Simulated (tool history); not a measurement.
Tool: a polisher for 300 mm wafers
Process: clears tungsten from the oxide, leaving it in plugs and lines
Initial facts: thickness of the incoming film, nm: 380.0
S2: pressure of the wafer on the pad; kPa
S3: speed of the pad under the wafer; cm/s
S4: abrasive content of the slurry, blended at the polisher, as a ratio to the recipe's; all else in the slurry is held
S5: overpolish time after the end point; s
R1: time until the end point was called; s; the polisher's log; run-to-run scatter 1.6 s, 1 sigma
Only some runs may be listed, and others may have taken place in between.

run 1 day=0 | flow_of_slurry_(ml/min)=185 S2=17.2 S3=104 S4=1 S5=36 | R1=112.89
run 2 day=0.354 | flow_of_slurry_(ml/min)=185 S2=17.2 S3=104 S4=1 S5=36 | R1=112.57
run 3 day=0.492 | flow_of_slurry_(ml/min)=185 S2=17.2 S3=104 S4=0.8 S5=36 | R1=117.46
run 4 day=0.558 | flow_of_slurry_(ml/min)=185 S2=16.5 S3=104 S4=0.8 S5=36 | R1=121.77
run 5 day=0.8 | flow_of_slurry_(ml/min)=185 S2=15.9 S3=104 S4=0.8 S5=36 | R1=123.88
run 6 day=1.067 | flow_of_slurry_(ml/min)=185 S2=15.2 S3=104 S4=0.8 S5=36 | R1=133.16

Run 7 has not been measured yet. What should we expect?
run 7 day=1.225 | flow_of_slurry_(ml/min)=185 S2=14.5 S3=104 S4=0.8 S5=36 | R1=?

{"run 7": {"R1": 136.11}}
